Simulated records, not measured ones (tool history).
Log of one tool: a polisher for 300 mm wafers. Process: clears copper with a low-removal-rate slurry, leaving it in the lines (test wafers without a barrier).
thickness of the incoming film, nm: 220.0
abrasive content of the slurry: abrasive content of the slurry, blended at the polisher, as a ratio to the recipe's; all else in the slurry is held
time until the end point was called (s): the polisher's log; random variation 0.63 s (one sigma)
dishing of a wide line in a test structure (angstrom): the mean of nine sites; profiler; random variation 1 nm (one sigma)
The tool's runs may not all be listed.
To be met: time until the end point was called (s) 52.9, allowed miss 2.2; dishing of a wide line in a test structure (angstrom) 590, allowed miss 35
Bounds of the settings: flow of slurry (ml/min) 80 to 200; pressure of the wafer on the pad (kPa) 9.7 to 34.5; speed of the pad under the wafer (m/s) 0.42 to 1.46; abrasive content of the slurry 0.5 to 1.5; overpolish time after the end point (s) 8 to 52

run,hour,flow of slurry (ml/min),pressure of the wafer on the pad (kPa),speed of the pad under the wafer (m/s),abrasive content of the slurry,overpolish time after the end point (s),time until the end point was called (s),dishing of a wide line in a test structure (angstrom)
1,0,130,22.1,0.94,1,26,71.857,465.19
2,3.7,130,22.1,1.16,1,26,60.887,526.93
3,11,130,22.1,0.98,1,26,69.542,478.35
4,15.2,130,17.9,0.98,1,26,83.174,406.39
5,18.8,135,20.7,0.98,1,26,74.146,461.08
6,23.8,135,20.7,0.98,1,34,73.127,585.15
7,27.8,140,22.8,1,1,31,65.316,578.53
8,35.3,145,24.1,1,1,29,60.201,597.03
9,43.7,155,24.8,1,1,27,60.03,553.14

5 next moves are on the table. One of them brings every result within its allowed miss. Which?
A,52.1,140,26.9,0.96,1.05,27,?,?
B,52.1,175,29.6,0.92,0.95,21,?,?
C,52.1,170,28.3,0.94,1.15,20,?,?
D,52.1,150,24.8,1.26,0.9,26,?,?
E,52.1,140,30.3,1.02,0.8,20,?,?

move,time until the end point was called (s),dishing of a wide line in a test structure (angstrom)
A,55.974,578.98
B,52.116,507.33
C,51.107,494.31
D,51.119,598.37
E,52.006,489.46
A: nearer than the last run, and not there yet
B: brings the result that was furthest off to its target, and leaves another outside
C: brings the result that was furthest off to its target, and leaves another outside
D: meets every target
E: brings the result that was furthest off to its target, and leaves another outside
The right move is D.

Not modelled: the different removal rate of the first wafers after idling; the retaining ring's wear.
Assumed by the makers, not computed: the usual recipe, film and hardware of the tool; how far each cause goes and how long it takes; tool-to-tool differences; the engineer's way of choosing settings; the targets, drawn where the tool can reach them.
